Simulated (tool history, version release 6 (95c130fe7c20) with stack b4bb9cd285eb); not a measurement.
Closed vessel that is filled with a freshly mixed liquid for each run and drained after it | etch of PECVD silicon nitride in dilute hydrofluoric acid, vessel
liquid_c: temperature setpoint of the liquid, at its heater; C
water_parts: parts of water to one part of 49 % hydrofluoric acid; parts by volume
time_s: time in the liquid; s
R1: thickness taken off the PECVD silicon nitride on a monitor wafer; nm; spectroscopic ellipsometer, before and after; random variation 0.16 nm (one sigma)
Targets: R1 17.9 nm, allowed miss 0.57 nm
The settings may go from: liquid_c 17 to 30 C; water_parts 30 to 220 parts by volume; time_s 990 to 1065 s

run 1 hour=0 | liquid_c=22 water_parts=125 time_s=990 | R1=12.855
run 2 hour=1.1 | liquid_c=22 water_parts=155 time_s=990 | R1=10.389
run 3 hour=4.5 | liquid_c=24.5 water_parts=155 time_s=990 | R1=11.977
run 4 hour=11.8 | liquid_c=22.5 water_parts=155 time_s=990 | R1=10.587
run 5 hour=18.1 | liquid_c=22.5 water_parts=155 time_s=990 | R1=10.824
run 6 hour=24.7 | liquid_c=24.5 water_parts=150 time_s=990 | R1=12.436
run 7 hour=30.9 | liquid_c=26 water_parts=145 time_s=990 | R1=14.434
run 8 hour=36.4 | liquid_c=27 water_parts=145 time_s=990 | R1=15.395

Which of these 4 next moves meets every target?
run A hour=41.9 | liquid_c=26.5 water_parts=155 time_s=1020 | R1=?
run B hour=41.9 | liquid_c=27 water_parts=145 time_s=995 | R1=?
run C hour=41.9 | liquid_c=25 water_parts=150 time_s=1005 | R1=?
run D hour=41.9 | liquid_c=28 water_parts=135 time_s=1005 | R1=?

move=A R1=14.346
move=B R1=15.438
move=C R1=13.297
move=D R1=17.832
A: further off than the last run
B: as far off as the last run
C: further off than the last run
D: meets every target
The right move is D.
